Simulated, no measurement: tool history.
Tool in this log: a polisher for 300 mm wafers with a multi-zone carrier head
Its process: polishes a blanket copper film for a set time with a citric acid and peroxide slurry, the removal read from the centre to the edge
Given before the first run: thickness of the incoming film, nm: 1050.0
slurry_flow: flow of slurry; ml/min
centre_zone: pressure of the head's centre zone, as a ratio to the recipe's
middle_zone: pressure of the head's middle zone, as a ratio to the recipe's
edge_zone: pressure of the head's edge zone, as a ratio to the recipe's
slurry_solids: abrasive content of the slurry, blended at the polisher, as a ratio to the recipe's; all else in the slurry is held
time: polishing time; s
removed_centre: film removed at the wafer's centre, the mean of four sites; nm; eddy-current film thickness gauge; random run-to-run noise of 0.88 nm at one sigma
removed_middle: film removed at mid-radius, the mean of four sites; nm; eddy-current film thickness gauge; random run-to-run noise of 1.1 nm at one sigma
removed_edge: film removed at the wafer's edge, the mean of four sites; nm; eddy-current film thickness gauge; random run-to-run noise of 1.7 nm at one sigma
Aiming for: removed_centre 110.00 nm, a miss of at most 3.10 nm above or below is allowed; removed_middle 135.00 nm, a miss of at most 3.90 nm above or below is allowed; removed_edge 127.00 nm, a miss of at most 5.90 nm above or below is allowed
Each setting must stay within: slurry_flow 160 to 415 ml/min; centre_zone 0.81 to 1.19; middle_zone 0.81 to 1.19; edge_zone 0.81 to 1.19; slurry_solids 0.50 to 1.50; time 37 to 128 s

| run | hour | slurry_flow | centre_zone | middle_zone | edge_zone | slurry_solids | time | removed_centre | removed_middle | removed_edge |
|---|---|---|---|---|---|---|---|---|---|---|
| 1 | 0.0 | 265 | 1.00 | 1.00 | 1.00 | 1.00 | 82 | 144.26 | 141.50 | 139.24 |
| 2 | 2.5 | 265 | 1.00 | 1.08 | 1.00 | 1.00 | 82 | 144.48 | 149.95 | 142.07 |
| 3 | 5.9 | 265 | 1.00 | 1.08 | 1.00 | 0.85 | 82 | 137.45 | 141.57 | 130.94 |
| 4 | 14.4 | 265 | 1.00 | 1.13 | 1.00 | 0.85 | 82 | 137.31 | 144.10 | 135.40 |
| 5 | 19.9 | 265 | 1.00 | 1.13 | 0.92 | 0.85 | 82 | 136.95 | 144.73 | 128.82 |
| 6 | 28.4 | 250 | 0.95 | 1.12 | 0.94 | 0.85 | 82 | 130.86 | 144.03 | 126.90 |
| 7 | 29.4 | 245 | 0.91 | 1.11 | 1.00 | 0.80 | 82 | 121.44 | 140.91 | 128.81 |
| 8 | 33.3 | 235 | 0.89 | 1.10 | 1.01 | 0.80 | 82 | 119.45 | 140.69 | 132.90 |
| 9 | 39.9 | 230 | 0.87 | 1.09 | 1.00 | 0.80 | 82 | 115.14 | 138.27 | 127.73 |
|  | 40.4 | worn pad replaced by a new one |
| 10 | 40.4 | 220 | 0.86 | 1.08 | 1.01 | 0.80 | 82 | 125.28 | 148.22 | 139.75 |
| 11 | 42.3 | 245 | 0.86 | 1.08 | 1.01 | 0.80 | 82 | 128.32 | 150.25 | 145.34 |
| 12 | 49.3 | 225 | 0.86 | 1.08 | 1.02 | 0.80 | 82 | 126.29 | 149.93 | 143.73 |
| 13 | 55.6 | 225 | 0.85 | 1.08 | 1.01 | 0.70 | 82 | 118.85 | 143.80 | 134.97 |

Exactly one of the 5 candidate moves below puts every result within its allowed miss. Which one?
| A | 61.9 | 200 | 0.81 | 1.15 | 1.07 | 0.70 | 78 | ? | ? | ? |
| B | 61.9 | 235 | 0.91 | 1.16 | 0.97 | 0.80 | 75 | ? | ? | ? |
| C | 61.9 | 180 | 0.92 | 1.17 | 0.88 | 0.75 | 83 | ? | ? | ? |
| D | 61.9 | 160 | 0.84 | 1.08 | 0.94 | 0.60 | 87 | ? | ? | ? |
| E | 61.9 | 200 | 0.99 | 1.09 | 0.88 | 0.70 | 86 | ? | ? | ? |

| move | removed_centre | removed_middle | removed_edge |
|---|---|---|---|
| A | 105.87 | 140.94 | 131.41 |
| B | 122.69 | 145.70 | 127.88 |
| C | 128.13 | 152.28 | 128.33 |
| D | 110.83 | 136.50 | 126.88 |
| E | 142.86 | 149.17 | 132.10 |
A: takes the result that was furthest off past its target
B: its largest miss is bigger than the last run's
C: its largest miss is bigger than the last run's
D: all results in spec
E: its largest miss is bigger than the last run's
Correct choice: D, which meets every target

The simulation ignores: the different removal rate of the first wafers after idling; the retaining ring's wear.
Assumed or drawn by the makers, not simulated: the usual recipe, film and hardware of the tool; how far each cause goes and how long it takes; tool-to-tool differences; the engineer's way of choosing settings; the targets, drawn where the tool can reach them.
